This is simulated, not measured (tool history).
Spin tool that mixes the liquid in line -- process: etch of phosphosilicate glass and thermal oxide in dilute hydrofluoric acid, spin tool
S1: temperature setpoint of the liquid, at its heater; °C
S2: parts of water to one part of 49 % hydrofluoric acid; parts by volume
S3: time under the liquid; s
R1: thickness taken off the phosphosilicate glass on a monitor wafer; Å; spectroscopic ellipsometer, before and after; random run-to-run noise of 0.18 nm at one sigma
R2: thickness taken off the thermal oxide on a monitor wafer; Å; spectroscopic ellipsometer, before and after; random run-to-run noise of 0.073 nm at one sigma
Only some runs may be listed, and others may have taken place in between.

run  hour    S1   S2  S3      R1      R2
  1     0    22  225  65  227.89  11.756
  2   1.6    21  225  65  220.28  11.042
  3   4.7    23  210  65  256.78  12.318
  4  13.6    21  210  65  238.77  11.548
  5  14.3  17.5  210  65  208.21  10.088
  6  16.9  17.5  210  90  287.19  14.324
  7  23.7  19.5  210  90  313.81  16.006
  8  26.7    21  210  90  329.78  16.474

What does the tool deliver on the next run?
  9  30.7  25  205  90   ?   ?

Run 9 produced R1 394.94 Å, R2 18.74 Å.

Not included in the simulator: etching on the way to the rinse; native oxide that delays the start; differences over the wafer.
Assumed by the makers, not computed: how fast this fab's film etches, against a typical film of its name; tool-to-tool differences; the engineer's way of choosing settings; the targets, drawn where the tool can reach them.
